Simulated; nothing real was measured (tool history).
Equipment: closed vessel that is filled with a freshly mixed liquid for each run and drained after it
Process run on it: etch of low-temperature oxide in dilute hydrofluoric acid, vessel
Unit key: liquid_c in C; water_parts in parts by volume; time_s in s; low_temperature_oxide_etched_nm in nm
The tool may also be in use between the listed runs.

run	hour	liquid_c	water_parts	time_s	low_temperature_oxide_etched_nm
1	0.0	20.0	60	85	33.734
2	4.1	20.0	70	85	28.703
3	11.4	20.0	80	85	25.014
4	19.6	20.0	80	85	24.792
5	27.2	22.5	80	85	27.536
6	36.0	22.5	65	85	34.500
7	37.2	22.5	65	85	34.443
8	45.7	23.5	55	85	43.423

Run 9, settings as shown, results not yet in. Your forecast:
9	49.7	24.5	50	85	?

low_temperature_oxide_etched_nm: 49.533 nm
